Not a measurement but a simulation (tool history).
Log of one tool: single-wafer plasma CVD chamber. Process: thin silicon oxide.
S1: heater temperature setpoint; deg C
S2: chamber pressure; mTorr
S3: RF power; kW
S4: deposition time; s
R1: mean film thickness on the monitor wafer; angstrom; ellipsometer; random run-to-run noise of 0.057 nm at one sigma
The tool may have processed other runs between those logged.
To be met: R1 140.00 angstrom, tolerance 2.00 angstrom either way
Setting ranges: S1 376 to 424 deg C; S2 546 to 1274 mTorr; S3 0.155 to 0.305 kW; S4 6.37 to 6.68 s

run	hour	S1	S2	S3	S4	R1
1	0.0	400	910	0.230	6.68	114.99
2	7.4	400	910	0.230	6.68	115.04
3	8.7	400	910	0.230	6.37	110.18
4	14.5	400	955	0.230	6.37	113.30
5	17.4	400	799	0.230	6.37	100.02
6	25.6	400	799	0.230	6.68	105.38
7	30.1	400	861	0.230	6.68	111.30
8	39.0	400	911	0.230	6.68	115.11
9	44.2	400	953	0.230	6.68	119.73
10	53.0	400	985	0.230	6.68	122.14
11	55.1	400	1014	0.230	6.68	123.81
12	63.3	400	1043	0.230	6.68	126.29
13	71.4	400	1043	0.230	6.68	125.26
14	76.1	400	1071	0.230	6.68	127.98
15	79.5	400	1094	0.230	6.68	129.46
16	81.2	400	1114	0.230	6.68	130.97
17	87.7	400	1132	0.230	6.68	132.61
18	90.1	400	1204	0.230	6.68	135.92
19	97.2	400	1213	0.230	6.68	137.80

Which of these 4 next moves meets every target?
A	104.3	392	1259	0.260	6.41	?
B	104.3	395	1257	0.255	6.48	?
C	104.3	404	1146	0.235	6.68	?
D	104.3	398	1246	0.255	6.37	?

move	R1
A	144.30
B	144.03
C	134.06
D	140.60
A: the result that was furthest off in the last run now lies on the other side of its target
B: the result that was furthest off in the last run now lies on the other side of its target
C: moves away from the targets compared with the last run
D: every result lands within tolerance
D is the move that brings every result within its allowed miss.
